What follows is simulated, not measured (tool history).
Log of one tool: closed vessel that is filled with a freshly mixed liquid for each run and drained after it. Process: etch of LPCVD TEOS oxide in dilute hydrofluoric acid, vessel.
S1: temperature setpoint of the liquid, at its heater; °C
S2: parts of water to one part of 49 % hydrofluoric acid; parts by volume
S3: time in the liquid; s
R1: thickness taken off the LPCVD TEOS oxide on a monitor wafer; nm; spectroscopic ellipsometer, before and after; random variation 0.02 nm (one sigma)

run	hour	S1	S2	S3	R1
1	0	24	255	55	4.4155
2	7.4	24	315	55	3.3845
3	13.8	21.5	315	55	3.0901
4	15.4	20.5	315	55	2.9799
5	20	20.5	280	55	3.4591
6	24	19.5	290	55	3.1798
7	29.5	19	295	55	3.0912
8	38	18.5	300	55	2.9403
9	44	18	305	55	2.8153

Run 10 comes next. What will it give?
10	45.9	17.5	305	55	?

{"run 10": {"R1": 2.8083}}
